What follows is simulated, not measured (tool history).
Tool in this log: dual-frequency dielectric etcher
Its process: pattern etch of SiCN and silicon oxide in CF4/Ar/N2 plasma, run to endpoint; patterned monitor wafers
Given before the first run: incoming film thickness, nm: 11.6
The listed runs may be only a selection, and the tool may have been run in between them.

{"run": 1, "hour": 0.0, "source power (W)": 560, "bias power (W)": 85, "Ar flow (sccm)": 91, "CF4 flow (sccm)": 59, "endpoint time (s)": 9.5665}
{"run": 2, "hour": 8.2, "source power (W)": 590, "bias power (W)": 85, "Ar flow (sccm)": 91, "CF4 flow (sccm)": 59, "endpoint time (s)": 9.1769}
{"run": 3, "hour": 9.1, "source power (W)": 590, "bias power (W)": 90, "Ar flow (sccm)": 91, "CF4 flow (sccm)": 59, "endpoint time (s)": 8.8328}
{"run": 4, "hour": 14.0, "source power (W)": 610, "bias power (W)": 90, "Ar flow (sccm)": 91, "CF4 flow (sccm)": 59, "endpoint time (s)": 8.5501}
{"run": 5, "hour": 20.1, "source power (W)": 630, "bias power (W)": 90, "Ar flow (sccm)": 91, "CF4 flow (sccm)": 59, "endpoint time (s)": 8.2695}
{"run": 6, "hour": 20.7, "source power (W)": 650, "bias power (W)": 90, "Ar flow (sccm)": 91, "CF4 flow (sccm)": 59, "endpoint time (s)": 7.9507}
{"run": 7, "hour": 21.3, "source power (W)": 660, "bias power (W)": 90, "Ar flow (sccm)": 91, "CF4 flow (sccm)": 59, "endpoint time (s)": 7.906}
{"run": 8, "hour": 29.2, "source power (W)": 670, "bias power (W)": 90, "Ar flow (sccm)": 91, "CF4 flow (sccm)": 59, "endpoint time (s)": 7.776}

Run 9 has not been measured yet. What should we expect?
{"run": 9, "hour": 38.2, "source power (W)": 680, "bias power (W)": 90, "Ar flow (sccm)": 91, "CF4 flow (sccm)": 59, "endpoint time (s)": "?"}

endpoint time (s): 7.7225
